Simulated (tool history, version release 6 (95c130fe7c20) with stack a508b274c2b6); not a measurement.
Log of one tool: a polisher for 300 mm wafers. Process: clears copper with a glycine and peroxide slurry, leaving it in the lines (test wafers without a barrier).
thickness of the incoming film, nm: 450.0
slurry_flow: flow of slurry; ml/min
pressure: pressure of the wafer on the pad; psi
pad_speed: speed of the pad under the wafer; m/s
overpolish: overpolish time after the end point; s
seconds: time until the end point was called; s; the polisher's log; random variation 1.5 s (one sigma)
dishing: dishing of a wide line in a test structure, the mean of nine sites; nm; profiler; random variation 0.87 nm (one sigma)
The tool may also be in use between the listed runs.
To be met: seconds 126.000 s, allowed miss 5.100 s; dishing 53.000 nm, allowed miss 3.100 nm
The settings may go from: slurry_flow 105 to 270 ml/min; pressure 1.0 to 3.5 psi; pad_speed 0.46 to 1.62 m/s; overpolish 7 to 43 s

run	day	slurry_flow	pressure	pad_speed	overpolish	seconds	dishing
1	0.000	175	2.2	1.04	22	95.606	66.305
2	0.108	175	2.1	1.04	22	101.680	66.734
3	0.392	210	2.1	1.04	22	96.875	67.189
4	0.688	245	2.1	1.04	22	96.110	67.853
5	1.012	245	1.7	1.04	22	113.270	57.668
6	1.329	245	1.7	1.04	13	115.630	36.241
7	1.383	245	1.7	1.04	14	115.120	39.197
8	1.746	245	1.7	1.04	15	112.230	43.610
9	1.979	220	1.4	1.02	23	135.950	52.486

4 next moves are on the table. One of them brings every result within its allowed miss. Which?
A	2.212	210	1.0	1.32	25	?	?
B	2.212	220	1.6	0.84	25	?	?
C	2.212	250	1.3	1.18	22	?	?
D	2.212	180	1.5	0.86	26	?	?

move	seconds	dishing
A	142.300	52.227
B	139.980	55.269
C	126.120	52.892
D	146.540	54.793
A: further off than the last run
B: further off than the last run
C: meets every target
D: further off than the last run
Answer: C
